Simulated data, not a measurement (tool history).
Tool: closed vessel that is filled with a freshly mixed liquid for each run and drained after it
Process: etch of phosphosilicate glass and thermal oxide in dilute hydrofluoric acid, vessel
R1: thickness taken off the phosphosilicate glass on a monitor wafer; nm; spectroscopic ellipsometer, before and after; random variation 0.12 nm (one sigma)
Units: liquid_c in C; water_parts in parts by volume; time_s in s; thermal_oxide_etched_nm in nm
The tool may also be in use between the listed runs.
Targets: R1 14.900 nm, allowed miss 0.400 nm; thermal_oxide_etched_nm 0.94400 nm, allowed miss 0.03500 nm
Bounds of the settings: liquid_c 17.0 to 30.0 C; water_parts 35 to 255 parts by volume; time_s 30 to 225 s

Run 1, hour 0.0: liquid_c 22.0 C, water_parts 145 parts by volume, time_s 115 s. Result: R1 47.320 nm, thermal_oxide_etched_nm 2.95100 nm.
Run 2, hour 7.8: liquid_c 22.0 C, water_parts 145 parts by volume, time_s 140 s. Result: R1 56.534 nm, thermal_oxide_etched_nm 3.56200 nm.
Run 3, hour 10.7: liquid_c 20.5 C, water_parts 180 parts by volume, time_s 130 s. Result: R1 38.281 nm, thermal_oxide_etched_nm 2.46940 nm.
Run 4, hour 17.0: liquid_c 20.0 C, water_parts 205 parts by volume, time_s 115 s. Result: R1 28.919 nm, thermal_oxide_etched_nm 1.81080 nm.
Run 5, hour 25.5: liquid_c 20.0 C, water_parts 250 parts by volume, time_s 115 s. Result: R1 22.917 nm, thermal_oxide_etched_nm 1.43910 nm.
Run 6, hour 29.7: liquid_c 19.0 C, water_parts 250 parts by volume, time_s 105 s. Result: R1 19.675 nm, thermal_oxide_etched_nm 1.23220 nm.
Run 7, hour 37.9: liquid_c 18.5 C, water_parts 250 parts by volume, time_s 100 s. Result: R1 18.428 nm, thermal_oxide_etched_nm 1.17840 nm.
Run 8, hour 45.2: liquid_c 18.5 C, water_parts 250 parts by volume, time_s 95 s. Result: R1 17.517 nm, thermal_oxide_etched_nm 1.11530 nm.
Run 9, hour 51.9: liquid_c 18.0 C, water_parts 250 parts by volume, time_s 90 s. Result: R1 16.374 nm, thermal_oxide_etched_nm 1.04410 nm.
Run 10, hour 57.2: liquid_c 17.5 C, water_parts 255 parts by volume, time_s 90 s. Result: R1 15.833 nm, thermal_oxide_etched_nm 0.99021 nm.

Which of these 4 next moves meets every target?
Run A, hour 62.5: liquid_c 17.0 C, water_parts 255 parts by volume, time_s 80 s. Result: R1 ?, thermal_oxide_etched_nm ?.
Run B, hour 62.5: liquid_c 18.0 C, water_parts 255 parts by volume, time_s 95 s. Result: R1 ?, thermal_oxide_etched_nm ?.
Run C, hour 62.5: liquid_c 17.0 C, water_parts 250 parts by volume, time_s 85 s. Result: R1 ?, thermal_oxide_etched_nm ?.
Run D, hour 62.5: liquid_c 25.0 C, water_parts 255 parts by volume, time_s 70 s. Result: R1 ?, thermal_oxide_etched_nm ?.

move      R1  thermal_oxide_etched_nm
   A  13.649                  0.86345
   B  16.845                  1.06560
   C  14.857                  0.93984
   D  16.056                  1.01570
A: takes the result that was furthest off past its target
B: further off than the last run
C: meets every target
D: further off than the last run
Move C is the one to make.

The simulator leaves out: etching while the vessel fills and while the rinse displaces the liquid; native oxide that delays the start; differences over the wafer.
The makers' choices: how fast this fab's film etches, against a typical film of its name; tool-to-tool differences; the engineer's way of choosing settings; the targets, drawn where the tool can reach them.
